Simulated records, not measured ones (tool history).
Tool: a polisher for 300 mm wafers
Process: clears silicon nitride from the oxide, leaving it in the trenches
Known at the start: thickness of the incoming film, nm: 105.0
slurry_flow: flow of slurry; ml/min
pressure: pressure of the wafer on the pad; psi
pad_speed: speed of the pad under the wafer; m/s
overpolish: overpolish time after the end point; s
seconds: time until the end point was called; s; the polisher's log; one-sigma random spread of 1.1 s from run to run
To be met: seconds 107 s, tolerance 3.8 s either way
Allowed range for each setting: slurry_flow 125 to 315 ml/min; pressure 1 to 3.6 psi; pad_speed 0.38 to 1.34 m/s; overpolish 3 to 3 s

run 1 day=0 | slurry_flow=205 pressure=2.3 pad_speed=0.86 overpolish=3 | seconds=157.61
run 2 day=0.246 | slurry_flow=205 pressure=2.3 pad_speed=0.86 overpolish=3 | seconds=159.57
run 3 day=0.354 | slurry_flow=205 pressure=2.3 pad_speed=0.86 overpolish=3 | seconds=157.72
run 4 day=0.483 | slurry_flow=205 pressure=2.5 pad_speed=0.86 overpolish=3 | seconds=144.29
run 5 day=0.633 | slurry_flow=250 pressure=2.5 pad_speed=0.86 overpolish=3 | seconds=140.66
run 6 day=0.946 | slurry_flow=250 pressure=2.7 pad_speed=0.86 overpolish=3 | seconds=131.93
run 7 day=1.075 | slurry_flow=250 pressure=2.9 pad_speed=0.86 overpolish=3 | seconds=122.31
run 8 day=1.4 | slurry_flow=250 pressure=3 pad_speed=0.86 overpolish=3 | seconds=118.08
run 9 day=1.725 | slurry_flow=250 pressure=3.1 pad_speed=0.86 overpolish=3 | seconds=115.27

Of the 4 settings listed for the next run, only one would bring every result within its allowed miss of target. Which one?
run A day=2.05 | slurry_flow=230 pressure=3.1 pad_speed=0.76 overpolish=3 | seconds=?
run B day=2.05 | slurry_flow=250 pressure=3.5 pad_speed=0.74 overpolish=3 | seconds=?
run C day=2.05 | slurry_flow=240 pressure=3.1 pad_speed=0.76 overpolish=3 | seconds=?
run D day=2.05 | slurry_flow=305 pressure=2.2 pad_speed=1.26 overpolish=3 | seconds=?

move=A seconds=129.63
move=B seconds=117.05
move=C seconds=129.02
move=D seconds=107.6
A: moves away from the targets compared with the last run
B: moves away from the targets compared with the last run
C: moves away from the targets compared with the last run
D: in spec on every target
Go with D: it meets all targets.
